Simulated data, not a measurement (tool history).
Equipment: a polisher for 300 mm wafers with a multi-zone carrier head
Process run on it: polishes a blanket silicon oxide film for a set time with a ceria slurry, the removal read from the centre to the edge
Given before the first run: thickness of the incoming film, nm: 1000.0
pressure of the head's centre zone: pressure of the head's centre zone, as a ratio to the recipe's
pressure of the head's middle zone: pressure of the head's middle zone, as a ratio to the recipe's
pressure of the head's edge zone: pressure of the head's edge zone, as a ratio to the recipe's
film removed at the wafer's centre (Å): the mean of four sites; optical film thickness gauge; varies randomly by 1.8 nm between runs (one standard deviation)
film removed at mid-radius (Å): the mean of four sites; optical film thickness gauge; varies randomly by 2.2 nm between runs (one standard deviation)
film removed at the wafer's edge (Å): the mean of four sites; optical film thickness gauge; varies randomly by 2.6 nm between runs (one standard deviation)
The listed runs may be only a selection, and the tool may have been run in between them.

run,hour,flow of slurry (ml/min),pressure of the head's centre zone,pressure of the head's middle zone,pressure of the head's edge zone,polishing time (s),film removed at the wafer's centre (Å),film removed at mid-radius (Å),film removed at the wafer's edge (Å)
1,0,260,1,1,1,41,2080.4,2003,1980.6
2,5.1,260,1,1,1.08,41,2069.2,1981.7,2090
3,13.5,265,0.99,1.03,1.08,41,2054.8,2056.6,2035.8
4,21.5,265,0.96,1.03,1.08,41,1995.1,2015.9,1993.8
5,29.8,255,0.95,1.05,1.1,42,2029.8,2123.8,2121.6
6,37.1,255,1.03,1.05,1.1,42,2205.6,2126.4,2102.6
7,37.8,255,1.01,1.07,1.11,42,2112.9,2134.5,2125.8
8,45.1,260,1,1.09,1.11,42,2111.7,2172.4,2053.8
9,53.4,255,0.98,1.1,1.12,42,2078,2172.1,2186

What does the tool deliver on the next run?
10,61.6,255,0.98,1.1,1.12,42,?,?,?

Run 10 measured film removed at the wafer's centre (Å) 2106.8, film removed at mid-radius (Å) 2196.8, film removed at the wafer's edge (Å) 2126.8.
